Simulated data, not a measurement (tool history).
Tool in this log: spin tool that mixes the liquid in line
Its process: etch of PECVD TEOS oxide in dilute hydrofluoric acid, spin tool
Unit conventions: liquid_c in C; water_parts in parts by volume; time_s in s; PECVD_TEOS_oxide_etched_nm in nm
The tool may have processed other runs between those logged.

run  hour  liquid_c  water_parts  time_s  PECVD_TEOS_oxide_etched_nm
  1   0.0      24.0          240      85                      8.1967
  2   2.1      21.5          240      85                      7.4620
  3   8.4      22.5          235      85                      7.9188
  4  14.7      22.5          170      85                     11.7870
  5  21.5      23.0          170      85                     11.9820
  6  22.9      23.0          170      65                      9.1084

Run 7 has not been measured yet. What should we expect?
  7  26.0      24.0          165      65                           ?

{"run 7": {"PECVD_TEOS_oxide_etched_nm": 9.9018}}
